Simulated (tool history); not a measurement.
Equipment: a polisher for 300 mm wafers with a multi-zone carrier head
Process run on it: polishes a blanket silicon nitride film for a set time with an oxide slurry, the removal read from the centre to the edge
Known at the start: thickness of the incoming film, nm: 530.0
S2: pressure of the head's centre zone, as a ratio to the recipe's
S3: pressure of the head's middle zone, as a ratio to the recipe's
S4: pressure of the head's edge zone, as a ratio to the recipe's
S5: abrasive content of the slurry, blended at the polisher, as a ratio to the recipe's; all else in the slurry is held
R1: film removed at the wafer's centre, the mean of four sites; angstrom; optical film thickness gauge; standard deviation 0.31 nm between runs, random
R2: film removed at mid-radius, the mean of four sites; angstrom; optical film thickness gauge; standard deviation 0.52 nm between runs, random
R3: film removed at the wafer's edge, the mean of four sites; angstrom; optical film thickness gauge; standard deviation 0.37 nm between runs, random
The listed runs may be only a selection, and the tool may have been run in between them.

{"run": 1, "hour": 0.0, "flow of slurry (ml/min)": 285, "S2": 1.0, "S3": 1.0, "S4": 1.0, "S5": 1.0, "polishing time (s)": 37, "R1": 314.97, "R2": 311.48, "R3": 319.98}
{"run": 2, "hour": 7.3, "flow of slurry (ml/min)": 215, "S2": 1.0, "S3": 1.0, "S4": 1.0, "S5": 1.0, "polishing time (s)": 37, "R1": 304.63, "R2": 297.88, "R3": 306.35}
{"run": 3, "hour": 12.7, "flow of slurry (ml/min)": 260, "S2": 1.06, "S3": 1.04, "S4": 1.03, "S5": 1.1, "polishing time (s)": 37, "R1": 348.49, "R2": 332.07, "R3": 330.84}
{"run": 4, "hour": 18.8, "flow of slurry (ml/min)": 295, "S2": 1.1, "S3": 1.07, "S4": 1.07, "S5": 1.2, "polishing time (s)": 37, "R1": 382.57, "R2": 368.09, "R3": 361.51}
{"run": 5, "hour": 21.2, "flow of slurry (ml/min)": 315, "S2": 1.13, "S3": 1.08, "S4": 1.08, "S5": 1.25, "polishing time (s)": 37, "R1": 402.29, "R2": 369.35, "R3": 365.86}
{"run": 6, "hour": 22.7, "flow of slurry (ml/min)": 315, "S2": 1.13, "S3": 1.08, "S4": 1.08, "S5": 1.25, "polishing time (s)": 46, "R1": 504.98, "R2": 466.45, "R3": 452.07}

Estimate the outcome of run 7 from the log above:
{"run": 7, "hour": 25.9, "flow of slurry (ml/min)": 305, "S2": 1.12, "S3": 1.07, "S4": 1.05, "S5": 1.2, "polishing time (s)": 46, "R1": "?", "R2": "?", "R3": "?"}

{"run 7": {"R1": 487.69, "R2": 440.73, "R3": 446.32}}
